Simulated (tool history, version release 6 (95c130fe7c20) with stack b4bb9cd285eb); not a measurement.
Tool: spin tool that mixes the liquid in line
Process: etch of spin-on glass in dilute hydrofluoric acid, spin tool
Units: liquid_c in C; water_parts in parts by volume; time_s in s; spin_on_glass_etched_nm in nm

run    day  liquid_c  water_parts  time_s  spin_on_glass_etched_nm
  1  0.000      25.0          135      70                   11.608
  2  0.138      25.0          105      70                   15.538
  3  0.246      25.0          130      70                   12.163
  4  0.367      23.5          130      70                   11.371
  5  0.512      23.5          130      70                   11.247
  6  0.567      23.5          130      75                   12.272
  7  0.846      22.5          130      75                   11.674

Forecast run 8:
  8  1.125      21.5          130      75                        ?

{"run 8": {"spin_on_glass_etched_nm": 11.333}}

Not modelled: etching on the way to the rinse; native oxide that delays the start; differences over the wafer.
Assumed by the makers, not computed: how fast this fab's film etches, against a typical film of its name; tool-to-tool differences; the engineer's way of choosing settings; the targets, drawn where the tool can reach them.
